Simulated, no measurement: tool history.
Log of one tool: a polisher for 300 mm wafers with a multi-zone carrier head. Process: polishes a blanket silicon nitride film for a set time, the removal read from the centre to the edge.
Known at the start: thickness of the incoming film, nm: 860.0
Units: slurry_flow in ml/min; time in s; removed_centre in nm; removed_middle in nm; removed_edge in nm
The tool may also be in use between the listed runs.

run 1 day=0 | slurry_flow=195 centre_zone=1 middle_zone=1 edge_zone=1 time=62 | removed_centre=106.71 removed_middle=102.08 removed_edge=101.57
run 2 day=0.046 | slurry_flow=195 centre_zone=1 middle_zone=1 edge_zone=0.96 time=62 | removed_centre=106.45 removed_middle=102.13 removed_edge=100.27
run 3 day=0.254 | slurry_flow=200 centre_zone=1.02 middle_zone=1.01 edge_zone=0.94 time=57 | removed_centre=99.075 removed_middle=96.858 removed_edge=88.715
run 4 day=0.504 | slurry_flow=200 centre_zone=1.02 middle_zone=1.01 edge_zone=0.98 time=57 | removed_centre=101.37 removed_middle=96.243 removed_edge=91.775
run 5 day=0.812 | slurry_flow=200 centre_zone=1.03 middle_zone=1 edge_zone=0.96 time=54 | removed_centre=94.387 removed_middle=89.671 removed_edge=86.17
run 6 day=1.179 | slurry_flow=195 centre_zone=1.05 middle_zone=0.99 edge_zone=0.93 time=52 | removed_centre=93.254 removed_middle=85.599 removed_edge=82.687
run 7 day=1.417 | slurry_flow=195 centre_zone=1.06 middle_zone=0.99 edge_zone=0.91 time=50 | removed_centre=90.455 removed_middle=81.544 removed_edge=77.655

Run 8 comes next. What will it give?
run 8 day=1.692 | slurry_flow=190 centre_zone=1.06 middle_zone=0.99 edge_zone=0.89 time=49 | removed_centre=? removed_middle=? removed_edge=?

{"run 8": {"removed_centre": 87.562, "removed_middle": 80.27, "removed_edge": 74.212}}
